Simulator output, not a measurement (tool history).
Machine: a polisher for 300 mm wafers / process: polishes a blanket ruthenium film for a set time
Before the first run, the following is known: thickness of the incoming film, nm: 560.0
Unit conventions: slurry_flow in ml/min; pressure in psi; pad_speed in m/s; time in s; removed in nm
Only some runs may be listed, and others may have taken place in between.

run,hour,slurry_flow,pressure,pad_speed,time,removed
1,0,155,1.4,1.22,80,81.675
2,0.9,155,1.4,0.96,80,65.017
3,2.8,160,1.5,0.98,80,69.965
4,6.3,160,1.6,1.02,80,74.902
5,9.3,160,1.4,1.02,80,70.624
6,10.5,160,1.4,1.02,80,69.097
7,13.5,165,1.5,1.06,80,75.85
8,20,170,1.6,1.1,80,83.205
9,24.1,170,1.6,1.1,80,81.435
10,27.8,170,1.7,1.14,80,87.107
11,32,200,2.1,1.34,80,121.4
12,34.4,200,2.1,1.36,80,124.94

Estimate the outcome of run 13 from the log above:
13,39.7,215,2.2,1.36,80,?

{"run 13": {"removed": 129.13}}

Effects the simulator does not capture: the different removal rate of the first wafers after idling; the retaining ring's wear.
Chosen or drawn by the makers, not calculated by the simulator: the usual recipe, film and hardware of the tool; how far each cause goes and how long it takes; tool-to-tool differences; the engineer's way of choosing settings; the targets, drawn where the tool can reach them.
